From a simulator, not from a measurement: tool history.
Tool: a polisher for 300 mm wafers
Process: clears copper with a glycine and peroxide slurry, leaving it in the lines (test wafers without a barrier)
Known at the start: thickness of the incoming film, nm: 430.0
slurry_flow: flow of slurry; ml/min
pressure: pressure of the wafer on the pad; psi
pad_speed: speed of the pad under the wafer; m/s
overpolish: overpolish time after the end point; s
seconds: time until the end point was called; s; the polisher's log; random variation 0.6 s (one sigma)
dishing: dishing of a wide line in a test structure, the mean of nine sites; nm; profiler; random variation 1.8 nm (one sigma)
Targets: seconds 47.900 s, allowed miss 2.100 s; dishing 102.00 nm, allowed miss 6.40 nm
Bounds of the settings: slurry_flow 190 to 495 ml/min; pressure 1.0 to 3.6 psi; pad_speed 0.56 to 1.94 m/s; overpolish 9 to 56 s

run    day  slurry_flow  pressure  pad_speed  overpolish  seconds  dishing
  1  0.000          320       2.3       1.24          29   56.150   103.67
  2  0.100          320       2.3       1.24          28   57.095   101.11
  3  0.133          320       2.3       1.24          38   56.997   123.83
  4  0.162          285       2.3       1.24          38   57.746   119.09
  5  0.475          285       2.4       1.24          36   55.261   120.22
  6  0.617          285       2.4       1.44          36   49.633   121.93
  7  0.808          285       2.4       1.44          35   48.768   124.03
  8  0.838          285       2.4       1.44          34   49.520   119.34
  9  0.912          285       2.4       1.44          33   49.118   122.39
 10  1.100          285       2.4       1.44          32   47.964   118.95
 11  1.196          285       2.4       1.44          31   49.448   116.75

5 next moves are on the table. One of them brings every result within its allowed miss. Which?
  A  1.292          275       2.1       1.50          38        ?        ?
  B  1.292          330       1.9       1.50          38        ?        ?
  C  1.292          285       2.2       1.42          33        ?        ?
  D  1.292          305       3.3       1.16          24        ?        ?
  E  1.292          260       2.2       1.34          28        ?        ?

move  seconds  dishing
   A   52.179   127.29
   B   54.311   123.34
   C   53.001   117.80
   D   48.542   106.32
   E   56.162   103.06
A: further off than the last run
B: further off than the last run
C: further off than the last run
D: meets every target
E: brings the result that was furthest off to its target, and leaves another outside
Move D is the one to make.
